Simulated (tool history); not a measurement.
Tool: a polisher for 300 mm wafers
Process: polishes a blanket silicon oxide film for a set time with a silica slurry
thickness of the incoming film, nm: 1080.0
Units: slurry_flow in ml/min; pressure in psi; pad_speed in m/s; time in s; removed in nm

| run | hour | slurry_flow | pressure | pad_speed | slurry_solids | time | removed |
|---|---|---|---|---|---|---|---|
| 1 | 0.0 | 135 | 3.0 | 1.16 | 1.0 | 85 | 209.37 |
| 2 | 8.7 | 145 | 3.5 | 1.16 | 1.0 | 85 | 246.46 |
| 3 | 16.0 | 145 | 3.5 | 1.00 | 1.0 | 85 | 218.88 |
| 4 | 17.7 | 145 | 3.5 | 1.00 | 1.2 | 85 | 243.69 |
| 5 | 23.7 | 145 | 4.0 | 1.00 | 1.2 | 85 | 271.66 |
| 6 | 29.1 | 155 | 4.2 | 1.04 | 1.2 | 85 | 298.93 |
| 7 | 36.9 | 160 | 4.3 | 1.08 | 1.2 | 85 | 317.92 |

Forecast run 8:
|  | 41.4 | slurry nozzle cleaned |
| 8 | 41.4 | 165 | 4.4 | 1.10 | 1.2 | 85 | ? |

removed: 361.18 nm

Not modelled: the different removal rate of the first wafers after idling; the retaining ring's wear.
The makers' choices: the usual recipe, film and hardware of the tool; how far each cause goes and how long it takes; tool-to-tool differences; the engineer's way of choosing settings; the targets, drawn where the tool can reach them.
